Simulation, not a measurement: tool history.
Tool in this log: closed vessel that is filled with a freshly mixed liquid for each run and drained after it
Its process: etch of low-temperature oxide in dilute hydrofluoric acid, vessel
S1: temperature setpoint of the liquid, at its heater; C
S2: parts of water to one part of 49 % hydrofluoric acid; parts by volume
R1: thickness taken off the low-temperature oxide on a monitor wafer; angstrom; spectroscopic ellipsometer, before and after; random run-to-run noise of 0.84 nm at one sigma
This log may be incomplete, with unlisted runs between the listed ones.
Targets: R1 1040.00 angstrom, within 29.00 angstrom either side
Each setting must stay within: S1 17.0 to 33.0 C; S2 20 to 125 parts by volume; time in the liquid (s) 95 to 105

{"run": 1, "hour": 0.0, "S1": 25.0, "S2": 70, "time in the liquid (s)": 95, "R1": 306.93}
{"run": 2, "hour": 2.9, "S1": 25.0, "S2": 70, "time in the liquid (s)": 95, "R1": 308.29}
{"run": 3, "hour": 11.4, "S1": 26.0, "S2": 65, "time in the liquid (s)": 95, "R1": 351.68}
{"run": 4, "hour": 20.0, "S1": 26.0, "S2": 65, "time in the liquid (s)": 95, "R1": 353.46}
{"run": 5, "hour": 28.5, "S1": 26.0, "S2": 55, "time in the liquid (s)": 95, "R1": 422.17}
{"run": 6, "hour": 32.7, "S1": 26.0, "S2": 55, "time in the liquid (s)": 105, "R1": 466.5}
{"run": 7, "hour": 38.9, "S1": 27.0, "S2": 50, "time in the liquid (s)": 105, "R1": 538.08}
{"run": 8, "hour": 46.4, "S1": 31.0, "S2": 20, "time in the liquid (s)": 105, "R1": 1662.5}
{"run": 9, "hour": 53.5, "S1": 30.5, "S2": 20, "time in the liquid (s)": 105, "R1": 1629.6}
{"run": 10, "hour": 62.6, "S1": 30.0, "S2": 20, "time in the liquid (s)": 105, "R1": 1577.4}
{"run": 11, "hour": 64.8, "S1": 29.5, "S2": 20, "time in the liquid (s)": 105, "R1": 1552.3}
{"run": 12, "hour": 66.2, "S1": 28.5, "S2": 20, "time in the liquid (s)": 105, "R1": 1500.2}
{"run": 13, "hour": 71.5, "S1": 27.5, "S2": 20, "time in the liquid (s)": 105, "R1": 1436.3}
{"run": 14, "hour": 80.4, "S1": 26.5, "S2": 20, "time in the liquid (s)": 105, "R1": 1388.9}
{"run": 15, "hour": 87.4, "S1": 25.5, "S2": 20, "time in the liquid (s)": 105, "R1": 1331.5}
{"run": 16, "hour": 91.5, "S1": 24.5, "S2": 20, "time in the liquid (s)": 105, "R1": 1277.2}
{"run": 17, "hour": 92.7, "S1": 24.0, "S2": 20, "time in the liquid (s)": 105, "R1": 1254.2}
{"hour": 100.1, "done": "hydrofluoric acid flow meter replaced"}
{"run": 18, "hour": 100.1, "S1": 24.0, "S2": 20, "time in the liquid (s)": 105, "R1": 1418.3}
{"run": 19, "hour": 106.7, "S1": 23.0, "S2": 25, "time in the liquid (s)": 105, "R1": 1086.5}

Of the 5 settings listed for the next run, only one would bring every result within its allowed miss of target. Which one?
{"run": "A", "hour": 113.3, "S1": 23.5, "S2": 25, "time in the liquid (s)": 105, "R1": "?"}
{"run": "B", "hour": 113.3, "S1": 24.0, "S2": 25, "time in the liquid (s)": 105, "R1": "?"}
{"run": "C", "hour": 113.3, "S1": 22.0, "S2": 25, "time in the liquid (s)": 105, "R1": "?"}
{"run": "D", "hour": 113.3, "S1": 20.0, "S2": 25, "time in the liquid (s)": 105, "R1": "?"}
{"run": "E", "hour": 113.3, "S1": 25.0, "S2": 30, "time in the liquid (s)": 105, "R1": "?"}

move=A R1=1114.80
move=B R1=1138.50
move=C R1=1046.10
move=D R1=959.97
move=E R1=982.51
A: misses by more than the last run did
B: misses by more than the last run did
C: all results in spec
D: takes the biggest miss from the last run beyond its target
E: takes the biggest miss from the last run beyond its target
Answer: C
